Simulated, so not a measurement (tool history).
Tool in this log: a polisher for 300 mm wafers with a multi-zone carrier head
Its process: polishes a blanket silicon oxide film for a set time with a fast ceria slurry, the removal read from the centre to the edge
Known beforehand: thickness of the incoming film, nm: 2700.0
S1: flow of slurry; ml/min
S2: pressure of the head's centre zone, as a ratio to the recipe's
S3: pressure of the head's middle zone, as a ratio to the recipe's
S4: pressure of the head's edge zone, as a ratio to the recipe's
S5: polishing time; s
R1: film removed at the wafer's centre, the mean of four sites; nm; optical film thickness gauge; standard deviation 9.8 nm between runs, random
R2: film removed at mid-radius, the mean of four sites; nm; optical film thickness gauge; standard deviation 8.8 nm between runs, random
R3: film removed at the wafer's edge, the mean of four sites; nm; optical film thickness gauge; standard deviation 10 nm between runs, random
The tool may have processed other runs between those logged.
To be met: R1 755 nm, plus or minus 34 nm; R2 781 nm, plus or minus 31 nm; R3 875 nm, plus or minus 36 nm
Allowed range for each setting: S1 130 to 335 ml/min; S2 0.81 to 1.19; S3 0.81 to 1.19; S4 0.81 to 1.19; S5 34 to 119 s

Run 1, day 0: S1 215 ml/min, S2 1, S3 1, S4 1, S5 76 s. Result: R1 700.13 nm, R2 693.14 nm, R3 704.1 nm.
Run 2, day 0.304: S1 215 ml/min, S2 0.99, S3 1, S4 1.02, S5 77 s. Result: R1 705.66 nm, R2 688.23 nm, R3 742.42 nm.
Run 3, day 0.354: S1 260 ml/min, S2 0.99, S3 1, S4 1.02, S5 77 s. Result: R1 719.07 nm, R2 716.88 nm, R3 732.31 nm.
Run 4, day 0.671: S1 260 ml/min, S2 0.99, S3 1, S4 1.03, S5 78 s. Result: R1 728.04 nm, R2 721.89 nm, R3 754.07 nm.
Run 5, day 0.75: S1 260 ml/min, S2 0.99, S3 0.96, S4 1.03, S5 78 s. Result: R1 733.65 nm, R2 723.06 nm, R3 750.3 nm.
Run 6, day 0.867: S1 260 ml/min, S2 0.99, S3 0.96, S4 1.04, S5 79 s. Result: R1 756.84 nm, R2 716.13 nm, R3 779.38 nm.
Run 7, day 1.229: S1 260 ml/min, S2 0.98, S3 0.97, S4 1.05, S5 79 s. Result: R1 731.39 nm, R2 723.94 nm, R3 763.33 nm.
Run 8, day 1.433: S1 260 ml/min, S2 0.98, S3 0.97, S4 1.06, S5 80 s. Result: R1 746.44 nm, R2 730.22 nm, R3 779.98 nm.
Run 9, day 1.712: S1 260 ml/min, S2 0.97, S3 0.97, S4 1.07, S5 81 s. Result: R1 744.24 nm, R2 751.42 nm, R3 792.04 nm.

Next run, 5 choices. One meets every target within its allowed miss, the rest don't. Which?
Run A, day 1.992: S1 305 ml/min, S2 0.88, S3 0.92, S4 1.06, S5 88 s. Result: R1 ?, R2 ?, R3 ?.
Run B, day 1.992: S1 260 ml/min, S2 1.05, S3 1.19, S4 1.03, S5 75 s. Result: R1 ?, R2 ?, R3 ?.
Run C, day 1.992: S1 250 ml/min, S2 0.94, S3 0.96, S4 1.1, S5 81 s. Result: R1 ?, R2 ?, R3 ?.
Run D, day 1.992: S1 335 ml/min, S2 1.01, S3 1.19, S4 0.86, S5 74 s. Result: R1 ?, R2 ?, R3 ?.
Run E, day 1.992: S1 245 ml/min, S2 0.95, S3 1.06, S4 0.95, S5 81 s. Result: R1 ?, R2 ?, R3 ?.

move      R1      R2      R3
   A  735.72  788.49  878.98
   B  736.35  821.12  726.21
   C  706.44  735.23  809.97
   D  719.21  832.18  671.77
   E  712.51  797.57  751.55
A: every result lands within tolerance
B: further off than the last run
C: closes in on the targets versus the last run, not all within tolerance yet
D: further off than the last run
E: further off than the last run
Correct choice: A, which meets every target
